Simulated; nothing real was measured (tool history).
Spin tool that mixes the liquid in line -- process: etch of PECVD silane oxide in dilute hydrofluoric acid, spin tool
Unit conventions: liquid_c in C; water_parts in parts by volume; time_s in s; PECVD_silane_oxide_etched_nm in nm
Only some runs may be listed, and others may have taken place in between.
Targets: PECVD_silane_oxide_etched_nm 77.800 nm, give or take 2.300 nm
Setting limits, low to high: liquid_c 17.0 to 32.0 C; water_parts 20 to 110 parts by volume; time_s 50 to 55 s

Run 1, hour 0.0: liquid_c 24.0 C, water_parts 60 parts by volume, time_s 50 s. Result: PECVD_silane_oxide_etched_nm 22.887 nm.
Run 2, hour 2.6: liquid_c 24.0 C, water_parts 45 parts by volume, time_s 50 s. Result: PECVD_silane_oxide_etched_nm 30.762 nm.
Run 3, hour 4.8: liquid_c 26.0 C, water_parts 40 parts by volume, time_s 50 s. Result: PECVD_silane_oxide_etched_nm 38.167 nm.
Run 4, hour 11.7: liquid_c 26.0 C, water_parts 55 parts by volume, time_s 50 s. Result: PECVD_silane_oxide_etched_nm 27.127 nm.
Run 5, hour 12.9: liquid_c 27.5 C, water_parts 55 parts by volume, time_s 50 s. Result: PECVD_silane_oxide_etched_nm 28.613 nm.
Run 6, hour 14.4: liquid_c 27.5 C, water_parts 55 parts by volume, time_s 50 s. Result: PECVD_silane_oxide_etched_nm 28.804 nm.
Run 7, hour 21.4: liquid_c 31.5 C, water_parts 30 parts by volume, time_s 55 s. Result: PECVD_silane_oxide_etched_nm 70.119 nm.
Run 8, hour 29.8: liquid_c 32.0 C, water_parts 30 parts by volume, time_s 55 s. Result: PECVD_silane_oxide_etched_nm 71.590 nm.
Run 9, hour 32.4: liquid_c 32.0 C, water_parts 30 parts by volume, time_s 55 s. Result: PECVD_silane_oxide_etched_nm 71.677 nm.
At hour 38.3: thermometer replaced.
Run 10, hour 38.3: liquid_c 32.0 C, water_parts 25 parts by volume, time_s 55 s. Result: PECVD_silane_oxide_etched_nm 96.499 nm.

4 candidate next runs follow, results not yet known. Just one meets every target within its allowed miss. Identify it.
Run A, hour 44.2: liquid_c 30.5 C, water_parts 25 parts by volume, time_s 50 s. Result: PECVD_silane_oxide_etched_nm ?.
Run B, hour 44.2: liquid_c 28.5 C, water_parts 25 parts by volume, time_s 55 s. Result: PECVD_silane_oxide_etched_nm ?.
Run C, hour 44.2: liquid_c 31.0 C, water_parts 25 parts by volume, time_s 50 s. Result: PECVD_silane_oxide_etched_nm ?.
Run D, hour 44.2: liquid_c 31.5 C, water_parts 30 parts by volume, time_s 55 s. Result: PECVD_silane_oxide_etched_nm ?.

move  PECVD_silane_oxide_etched_nm
   A                        81.133
   B                        82.321
   C                        82.773
   D                        76.765
A: better than the last run, though not everything is in spec
B: better than the last run, though not everything is in spec
C: better than the last run, though not everything is in spec
D: all results in spec
Answer: D
